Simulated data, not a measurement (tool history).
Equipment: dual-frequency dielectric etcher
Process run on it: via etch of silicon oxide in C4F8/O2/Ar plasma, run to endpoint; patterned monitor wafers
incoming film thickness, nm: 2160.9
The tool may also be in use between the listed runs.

run  hour  source power (kW)  bias power (kW)  endpoint time (s)
  1     0               1.53            2.164              470.5
  2   3.3                1.4            2.086             491.48
  3   4.4                1.4            2.226             479.82
  4   6.9               1.57            2.226             458.38
  5   9.7               1.43            2.148             479.61
  6    17                1.3            2.148             494.41

Run 7 comes next. What will it give?
  7  19.9               1.22            2.081                  ?

endpoint time (s): 511.88
